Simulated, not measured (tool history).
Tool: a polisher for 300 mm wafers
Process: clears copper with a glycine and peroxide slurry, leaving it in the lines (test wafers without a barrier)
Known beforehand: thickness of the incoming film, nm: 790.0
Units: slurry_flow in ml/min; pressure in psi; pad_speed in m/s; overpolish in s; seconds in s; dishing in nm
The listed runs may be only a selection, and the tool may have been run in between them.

run 1 day=0.000 | slurry_flow=150 pressure=3.4 pad_speed=0.96 overpolish=25 | seconds=150.36 dishing=48.592
run 2 day=0.150 | slurry_flow=150 pressure=4.0 pad_speed=0.96 overpolish=25 | seconds=130.07 dishing=50.327
run 3 day=0.412 | slurry_flow=140 pressure=3.9 pad_speed=0.98 overpolish=23 | seconds=132.89 dishing=48.273
run 4 day=0.492 | slurry_flow=160 pressure=3.9 pad_speed=0.98 overpolish=23 | seconds=128.80 dishing=48.613
run 5 day=0.642 | slurry_flow=170 pressure=3.7 pad_speed=1.02 overpolish=21 | seconds=128.53 dishing=47.627
run 6 day=0.804 | slurry_flow=160 pressure=3.6 pad_speed=1.04 overpolish=19 | seconds=133.78 dishing=44.438
run 7 day=1.012 | slurry_flow=150 pressure=3.5 pad_speed=1.10 overpolish=18 | seconds=133.55 dishing=42.434

What does the tool deliver on the next run?
run 8 day=1.146 | slurry_flow=140 pressure=3.4 pad_speed=1.16 overpolish=17 | seconds=? dishing=?

Run 8 yielded seconds 134.24 s, dishing 42.122 nm.
